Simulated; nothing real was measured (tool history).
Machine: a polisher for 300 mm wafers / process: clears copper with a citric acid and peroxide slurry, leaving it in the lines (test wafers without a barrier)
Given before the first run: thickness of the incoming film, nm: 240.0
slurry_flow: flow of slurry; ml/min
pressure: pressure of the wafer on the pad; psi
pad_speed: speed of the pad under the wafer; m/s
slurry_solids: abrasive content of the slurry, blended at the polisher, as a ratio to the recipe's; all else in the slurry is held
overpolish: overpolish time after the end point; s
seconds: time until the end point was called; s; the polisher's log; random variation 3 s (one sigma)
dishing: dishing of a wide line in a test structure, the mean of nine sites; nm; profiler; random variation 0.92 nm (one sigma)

{"run": 1, "hour": 0.0, "slurry_flow": 270, "pressure": 3.3, "pad_speed": 1.04, "slurry_solids": 1, "overpolish": 30, "seconds": 102.73, "dishing": 36.899}
{"run": 2, "hour": 7.7, "slurry_flow": 270, "pressure": 3, "pad_speed": 1.02, "slurry_solids": 1, "overpolish": 33, "seconds": 112.18, "dishing": 36.951}
{"run": 3, "hour": 11.0, "slurry_flow": 270, "pressure": 3, "pad_speed": 1.02, "slurry_solids": 1, "overpolish": 42, "seconds": 113.39, "dishing": 41.476}
{"run": 4, "hour": 13.8, "slurry_flow": 270, "pressure": 2.8, "pad_speed": 1.02, "slurry_solids": 1, "overpolish": 44, "seconds": 116.49, "dishing": 41.847}
{"run": 5, "hour": 22.3, "slurry_flow": 270, "pressure": 2.6, "pad_speed": 1, "slurry_solids": 1, "overpolish": 45, "seconds": 127.35, "dishing": 42.053}
{"run": 6, "hour": 29.7, "slurry_flow": 270, "pressure": 2.6, "pad_speed": 1, "slurry_solids": 1.2, "overpolish": 45, "seconds": 126.36, "dishing": 40.031}
{"run": 7, "hour": 37.5, "slurry_flow": 270, "pressure": 2.4, "pad_speed": 1, "slurry_solids": 1.2, "overpolish": 46, "seconds": 127.73, "dishing": 39.744}

What will run 8 give?
{"run": 8, "hour": 39.4, "slurry_flow": 270, "pressure": 2.3, "pad_speed": 0.98, "slurry_solids": 1.2, "overpolish": 47, "seconds": "?", "dishing": "?"}

{"run 8": {"seconds": 131.83, "dishing": 38.77}}
